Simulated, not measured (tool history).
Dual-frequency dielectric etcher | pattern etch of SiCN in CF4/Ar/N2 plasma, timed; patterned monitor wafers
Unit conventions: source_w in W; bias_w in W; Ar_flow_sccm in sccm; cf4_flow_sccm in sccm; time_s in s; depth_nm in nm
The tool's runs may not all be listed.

run,day,source_w,bias_w,Ar_flow_sccm,cf4_flow_sccm,time_s,depth_nm
1,0.000,370,59,90,58,110.0,71.121
2,0.279,370,59,79,58,110.0,71.667
3,0.650,400,60,79,58,110.0,76.243
4,0.833,430,61,79,58,110.0,81.166
5,1.175,430,61,79,62,110.0,81.355
6,1.204,450,62,79,62,110.0,84.418
7,1.492,450,62,79,62,110.0,84.426
8,1.796,460,62,79,62,110.0,85.699

Run 9 comes next. What will it give?
9,2.008,460,62,79,62,110.0,?

{"run 9": {"depth_nm": 85.499}}
